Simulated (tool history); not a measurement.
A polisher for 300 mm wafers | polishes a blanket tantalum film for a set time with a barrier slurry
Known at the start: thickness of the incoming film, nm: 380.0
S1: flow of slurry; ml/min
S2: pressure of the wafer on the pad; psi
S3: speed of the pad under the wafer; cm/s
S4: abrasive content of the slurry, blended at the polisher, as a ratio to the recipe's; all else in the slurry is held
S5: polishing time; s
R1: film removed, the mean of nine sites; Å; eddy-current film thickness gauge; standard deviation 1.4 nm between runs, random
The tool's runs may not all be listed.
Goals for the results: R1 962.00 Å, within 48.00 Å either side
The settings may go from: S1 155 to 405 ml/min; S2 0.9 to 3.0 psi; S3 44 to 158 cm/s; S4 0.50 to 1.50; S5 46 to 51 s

run  hour   S1   S2   S3    S4  S5      R1
  1   0.0  260  1.9  100  1.00  51  721.86
  2   8.7  260  1.9  100  1.00  46  650.75
  3  13.4  260  1.4  100  1.00  46  557.52
  4  15.5  320  1.4  100  1.00  46  573.84
  5  16.2  320  1.8  100  1.00  46  655.02
  6  25.0  320  1.8  100  1.00  51  712.03
  7  25.8  320  2.0  102  1.00  51  773.57
  8  32.5  320  2.1  102  1.00  51  794.14
  9  35.7  320  2.2  102  1.00  51  803.54

Exercise: of the 5 proposed moves below, exactly one satisfies all targets within the stated allowed misses. Which move is it?
  A  38.9  245  2.4  110  0.75  46   ?
  B  38.9  300  2.1   82  0.90  50   ?
  C  38.9  360  2.5  114  0.90  51   ?
  D  38.9  320  2.4  106  0.95  51   ?
  E  38.9  310  2.3  114  0.85  50   ?

move      R1
   A  690.54
   B  592.86
   C  936.42
   D  865.49
   E  833.83
A: moves away from the targets compared with the last run
B: moves away from the targets compared with the last run
C: hits every target within its allowed miss
D: moves toward the targets from the last run without getting all of them in spec
E: moves toward the targets from the last run without getting all of them in spec
So the answer is move C, the one that meets all the targets.
